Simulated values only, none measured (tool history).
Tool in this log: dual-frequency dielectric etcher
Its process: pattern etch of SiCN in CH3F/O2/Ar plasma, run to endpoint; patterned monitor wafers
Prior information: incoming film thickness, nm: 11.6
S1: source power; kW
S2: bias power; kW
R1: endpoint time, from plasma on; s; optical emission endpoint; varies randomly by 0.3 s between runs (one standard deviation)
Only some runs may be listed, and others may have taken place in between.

run 1 hour=0.0 | S1=0.350 S2=0.080 | R1=31.178
run 2 hour=4.0 | S1=0.400 S2=0.080 | R1=29.004
run 3 hour=5.1 | S1=0.350 S2=0.072 | R1=32.590
run 4 hour=8.6 | S1=0.350 S2=0.064 | R1=34.905
run 5 hour=15.8 | S1=0.320 S2=0.061 | R1=37.331
run 6 hour=23.1 | S1=0.320 S2=0.056 | R1=38.842
run 7 hour=25.0 | S1=0.300 S2=0.055 | R1=40.034
run 8 hour=30.5 | S1=0.290 S2=0.054 | R1=41.418
-- hour=32.4 bias power generator calibrated
run 9 hour=32.4 | S1=0.280 S2=0.054 | R1=41.701
run 10 hour=34.0 | S1=0.280 S2=0.054 | R1=41.404

Forecast run 11:
run 11 hour=42.2 | S1=0.270 S2=0.054 | R1=?

Run 11 yielded R1 42.396 s.

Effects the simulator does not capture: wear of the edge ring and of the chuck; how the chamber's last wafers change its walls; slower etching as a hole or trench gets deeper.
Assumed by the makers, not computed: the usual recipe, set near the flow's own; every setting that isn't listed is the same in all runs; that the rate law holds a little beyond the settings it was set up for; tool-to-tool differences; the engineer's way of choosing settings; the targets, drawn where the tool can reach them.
